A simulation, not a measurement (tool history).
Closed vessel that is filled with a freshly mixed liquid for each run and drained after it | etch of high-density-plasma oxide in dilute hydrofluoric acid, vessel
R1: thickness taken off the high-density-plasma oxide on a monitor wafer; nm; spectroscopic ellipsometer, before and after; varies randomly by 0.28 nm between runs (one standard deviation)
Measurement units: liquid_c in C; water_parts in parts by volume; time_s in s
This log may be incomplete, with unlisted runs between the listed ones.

run 1 hour=0.0 | liquid_c=25.0 water_parts=200 time_s=3065 | R1=71.389
run 2 hour=7.6 | liquid_c=24.0 water_parts=200 time_s=3065 | R1=68.149
run 3 hour=9.0 | liquid_c=23.5 water_parts=200 time_s=3065 | R1=66.999
run 4 hour=18.8 | liquid_c=23.0 water_parts=200 time_s=3065 | R1=66.110
run 5 hour=24.7 | liquid_c=23.0 water_parts=200 time_s=3065 | R1=66.048
run 6 hour=32.5 | liquid_c=22.5 water_parts=200 time_s=3065 | R1=64.842
run 7 hour=37.2 | liquid_c=22.5 water_parts=200 time_s=3065 | R1=64.733

Run 8 is up next; what results do you expect?
run 8 hour=39.1 | liquid_c=22.0 water_parts=200 time_s=3065 | R1=?

{"run 8": {"R1": 63.665}}
